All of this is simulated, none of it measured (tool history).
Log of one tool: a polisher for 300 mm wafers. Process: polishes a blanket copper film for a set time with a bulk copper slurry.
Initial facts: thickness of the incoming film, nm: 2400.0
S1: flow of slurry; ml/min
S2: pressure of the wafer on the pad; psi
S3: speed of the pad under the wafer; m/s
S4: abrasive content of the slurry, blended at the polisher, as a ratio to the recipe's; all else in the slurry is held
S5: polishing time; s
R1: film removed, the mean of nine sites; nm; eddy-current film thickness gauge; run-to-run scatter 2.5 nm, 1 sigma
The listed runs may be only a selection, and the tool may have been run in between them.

run  hour   S1   S2    S3   S4   S5      R1
  1   0.0  255  2.1  0.88  1.0  102  560.88
  2   7.4  255  2.6  0.88  1.0  102  651.66
  3  12.4  210  2.6  0.88  1.0  102  635.39
  4  14.1  205  2.3  0.88  1.0  102  575.79
  5  18.0  260  2.3  0.88  1.0  102  599.43
  6  22.1  260  2.3  0.88  1.0  102  592.83
  7  30.2  250  2.0  0.88  1.0  102  542.82

For run 8, what comes out?
  8  32.5  250  1.4  0.84  1.0  102   ?

R1: 421.68 nm
